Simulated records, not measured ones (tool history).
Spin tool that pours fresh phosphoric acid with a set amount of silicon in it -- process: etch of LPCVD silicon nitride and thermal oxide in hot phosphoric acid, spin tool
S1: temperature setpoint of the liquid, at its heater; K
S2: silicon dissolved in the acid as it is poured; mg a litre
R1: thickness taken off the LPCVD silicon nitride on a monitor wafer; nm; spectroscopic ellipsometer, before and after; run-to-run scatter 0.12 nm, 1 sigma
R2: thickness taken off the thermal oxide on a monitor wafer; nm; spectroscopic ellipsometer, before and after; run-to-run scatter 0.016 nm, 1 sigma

run 1 hour=0.0 | S1=434.15 S2=25.5 time_under_the_liquid_(s)=115 | R1=9.1816 R2=0.181590
run 2 hour=4.6 | S1=434.65 S2=31.0 time_under_the_liquid_(s)=125 | R1=10.0330 R2=0.147620
run 3 hour=7.8 | S1=434.65 S2=39.0 time_under_the_liquid_(s)=125 | R1=10.0370 R2=0.110710
run 4 hour=16.4 | S1=435.15 S2=41.5 time_under_the_liquid_(s)=135 | R1=11.1140 R2=0.091698
run 5 hour=25.1 | S1=435.15 S2=33.5 time_under_the_liquid_(s)=135 | R1=11.1400 R2=0.160710
run 6 hour=32.6 | S1=436.15 S2=33.5 time_under_the_liquid_(s)=135 | R1=11.5560 R2=0.187930

The next listed run, before its measurement:
run 7 hour=39.9 | S1=436.15 S2=37.0 time_under_the_liquid_(s)=140 | R1=? R2=?

Run 7 measured R1 11.9680 nm, R2 0.133530 nm.

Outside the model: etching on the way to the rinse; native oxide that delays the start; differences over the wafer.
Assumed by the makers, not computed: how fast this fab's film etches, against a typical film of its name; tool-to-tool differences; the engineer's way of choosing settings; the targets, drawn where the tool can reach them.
